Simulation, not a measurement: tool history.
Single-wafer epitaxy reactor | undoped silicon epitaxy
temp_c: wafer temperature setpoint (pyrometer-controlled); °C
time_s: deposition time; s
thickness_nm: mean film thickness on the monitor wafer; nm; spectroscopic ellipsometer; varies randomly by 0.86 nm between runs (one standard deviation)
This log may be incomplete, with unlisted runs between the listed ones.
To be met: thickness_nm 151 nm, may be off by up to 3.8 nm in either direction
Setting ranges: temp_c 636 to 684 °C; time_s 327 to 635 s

run 1 hour=0 | temp_c=660 time_s=481 | thickness_nm=86.844
run 2 hour=3.2 | temp_c=660 time_s=441 | thickness_nm=79.4
run 3 hour=8.2 | temp_c=660 time_s=491 | thickness_nm=89.057
run 4 hour=12.2 | temp_c=651 time_s=491 | thickness_nm=69.739
run 5 hour=17.6 | temp_c=651 time_s=535 | thickness_nm=76.738
run 6 hour=18.5 | temp_c=654 time_s=536 | thickness_nm=82.03
run 7 hour=22.2 | temp_c=656 time_s=537 | thickness_nm=87.79
run 8 hour=27.9 | temp_c=658 time_s=537 | thickness_nm=91.421
run 9 hour=30.9 | temp_c=670 time_s=545 | thickness_nm=125.38
run 10 hour=39.7 | temp_c=679 time_s=547 | thickness_nm=155.09

Which of these 4 next moves meets every target?
run A hour=48.5 | temp_c=680 time_s=551 | thickness_nm=?
run B hour=48.5 | temp_c=682 time_s=540 | thickness_nm=?
run C hour=48.5 | temp_c=677 time_s=562 | thickness_nm=?
run D hour=48.5 | temp_c=683 time_s=528 | thickness_nm=?

move=A thickness_nm=161.25
move=B thickness_nm=165.61
move=C thickness_nm=153.24
move=D thickness_nm=165.76
A: misses by more than the last run did
B: misses by more than the last run did
C: every result within its allowed miss
D: misses by more than the last run did
Move C is the one to make.

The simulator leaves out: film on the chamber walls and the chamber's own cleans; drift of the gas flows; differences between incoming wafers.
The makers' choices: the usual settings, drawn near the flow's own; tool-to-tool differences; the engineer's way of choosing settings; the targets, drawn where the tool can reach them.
